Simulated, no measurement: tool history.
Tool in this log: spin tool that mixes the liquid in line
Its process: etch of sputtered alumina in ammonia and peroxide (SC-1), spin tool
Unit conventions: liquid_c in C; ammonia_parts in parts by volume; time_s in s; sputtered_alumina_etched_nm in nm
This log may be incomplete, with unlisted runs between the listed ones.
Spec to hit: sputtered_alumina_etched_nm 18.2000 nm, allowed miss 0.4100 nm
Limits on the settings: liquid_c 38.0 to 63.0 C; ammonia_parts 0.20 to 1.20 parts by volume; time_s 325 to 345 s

run 1 hour=0.0 | liquid_c=47.0 ammonia_parts=0.70 time_s=325 | sputtered_alumina_etched_nm=14.0110
run 2 hour=5.0 | liquid_c=41.5 ammonia_parts=0.70 time_s=325 | sputtered_alumina_etched_nm=10.1510
run 3 hour=7.9 | liquid_c=44.5 ammonia_parts=0.70 time_s=325 | sputtered_alumina_etched_nm=12.1480
run 4 hour=8.8 | liquid_c=38.0 ammonia_parts=0.70 time_s=325 | sputtered_alumina_etched_nm=8.3106
run 5 hour=13.1 | liquid_c=38.0 ammonia_parts=0.55 time_s=325 | sputtered_alumina_etched_nm=8.1438
run 6 hour=13.7 | liquid_c=42.0 ammonia_parts=0.55 time_s=325 | sputtered_alumina_etched_nm=10.2510
run 7 hour=20.5 | liquid_c=45.0 ammonia_parts=0.55 time_s=325 | sputtered_alumina_etched_nm=12.2980
run 8 hour=22.4 | liquid_c=53.0 ammonia_parts=0.55 time_s=325 | sputtered_alumina_etched_nm=19.1700

Consider the 4 candidate settings below. Which is the only one whose results all fall within their allowed miss of target?
run A hour=24.3 | liquid_c=51.5 ammonia_parts=0.55 time_s=325 | sputtered_alumina_etched_nm=?
run B hour=24.3 | liquid_c=51.5 ammonia_parts=0.45 time_s=325 | sputtered_alumina_etched_nm=?
run C hour=24.3 | liquid_c=54.0 ammonia_parts=0.20 time_s=325 | sputtered_alumina_etched_nm=?
run D hour=24.3 | liquid_c=55.0 ammonia_parts=0.25 time_s=345 | sputtered_alumina_etched_nm=?

move=A sputtered_alumina_etched_nm=17.6840
move=B sputtered_alumina_etched_nm=17.3500
move=C sputtered_alumina_etched_nm=18.4210
move=D sputtered_alumina_etched_nm=21.0880
A: moves the result that the last run missed by most past its target, out the other side
B: moves the result that the last run missed by most past its target, out the other side
C: in spec on every target
D: its largest miss is bigger than the last run's
The right move is C.
